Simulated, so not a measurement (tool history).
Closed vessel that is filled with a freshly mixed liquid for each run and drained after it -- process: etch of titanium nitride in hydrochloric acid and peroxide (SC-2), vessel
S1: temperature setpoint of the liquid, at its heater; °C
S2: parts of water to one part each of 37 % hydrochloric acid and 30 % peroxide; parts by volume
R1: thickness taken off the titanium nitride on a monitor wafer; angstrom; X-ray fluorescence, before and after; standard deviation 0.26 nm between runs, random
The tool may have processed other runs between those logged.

Run 1, hour 0.0: S1 47.0 °C, S2 10.5 parts by volume, time in the liquid (s) 1810. Result: R1 555.10 angstrom.
Run 2, hour 6.6: S1 47.0 °C, S2 10.5 parts by volume, time in the liquid (s) 1930. Result: R1 607.05 angstrom.
Run 3, hour 10.4: S1 47.0 °C, S2 10.5 parts by volume, time in the liquid (s) 1810. Result: R1 565.43 angstrom.
Run 4, hour 11.3: S1 47.0 °C, S2 8.5 parts by volume, time in the liquid (s) 1810. Result: R1 675.43 angstrom.
Run 5, hour 15.2: S1 47.0 °C, S2 6.0 parts by volume, time in the liquid (s) 1810. Result: R1 877.22 angstrom.
Run 6, hour 18.4: S1 53.0 °C, S2 6.0 parts by volume, time in the liquid (s) 1810. Result: R1 1310.20 angstrom.
Run 7, hour 22.9: S1 49.0 °C, S2 6.5 parts by volume, time in the liquid (s) 1810. Result: R1 942.38 angstrom.
Run 8, hour 31.5: S1 46.0 °C, S2 7.0 parts by volume, time in the liquid (s) 1810. Result: R1 731.48 angstrom.
Run 9, hour 36.7: S1 43.5 °C, S2 7.5 parts by volume, time in the liquid (s) 1810. Result: R1 575.92 angstrom.
Run 10, hour 45.4: S1 43.5 °C, S2 7.5 parts by volume, time in the liquid (s) 1810. Result: R1 579.26 angstrom.
Run 11, hour 50.3: S1 41.5 °C, S2 7.5 parts by volume, time in the liquid (s) 1810. Result: R1 505.64 angstrom.

Forecast run 12:
Run 12, hour 52.8: S1 40.0 °C, S2 7.5 parts by volume, time in the liquid (s) 1810. Result: R1 ?.

R1: 446.25 angstrom
